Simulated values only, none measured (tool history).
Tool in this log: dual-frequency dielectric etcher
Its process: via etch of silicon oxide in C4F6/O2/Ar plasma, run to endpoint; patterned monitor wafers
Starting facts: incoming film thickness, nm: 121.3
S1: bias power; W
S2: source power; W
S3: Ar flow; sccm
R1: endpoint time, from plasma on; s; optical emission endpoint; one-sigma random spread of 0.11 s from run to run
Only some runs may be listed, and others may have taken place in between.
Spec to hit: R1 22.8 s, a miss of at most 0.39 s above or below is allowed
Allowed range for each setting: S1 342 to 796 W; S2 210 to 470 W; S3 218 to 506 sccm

| run | hour | S1 | S2 | S3 | R1 |
|---|---|---|---|---|---|
| 1 | 0 | 569 | 340 | 362 | 26.17 |
| 2 | 5.1 | 467 | 340 | 362 | 27.592 |
| 3 | 8.4 | 516 | 350 | 360 | 26.681 |
| 4 | 9.4 | 516 | 330 | 360 | 27.009 |
| 5 | 14.6 | 516 | 330 | 325 | 26.887 |
| 6 | 20.8 | 450 | 330 | 325 | 27.81 |
| 7 | 27.5 | 502 | 340 | 323 | 26.492 |
| 8 | 33.5 | 542 | 340 | 322 | 26.056 |
| 9 | 36.9 | 578 | 340 | 321 | 25.456 |
| 10 | 40.9 | 607 | 340 | 320 | 25.257 |
| 11 | 42.4 | 634 | 340 | 319 | 24.46 |
| 12 | 49.1 | 651 | 340 | 319 | 24.663 |
| 13 | 57.4 | 672 | 340 | 318 | 24.238 |
| 14 | 59.6 | 689 | 340 | 318 | 24.122 |
| 15 | 65 | 704 | 340 | 318 | 23.781 |
| 16 | 70 | 715 | 340 | 318 | 23.858 |

4 next moves are on the table. One of them brings every result within its allowed miss. Which?
| A | 75 | 792 | 410 | 350 | ? |
| B | 75 | 731 | 410 | 302 | ? |
| C | 75 | 689 | 360 | 339 | ? |
| D | 75 | 736 | 370 | 326 | ? |

| move | R1 |
|---|---|
| A | 21.749 |
| B | 21.949 |
| C | 23.739 |
| D | 22.881 |
A: pushes the last run's worst result past its target
B: pushes the last run's worst result past its target
C: closes in on the targets versus the last run, not all within tolerance yet
D: in spec on every target
Answer: D
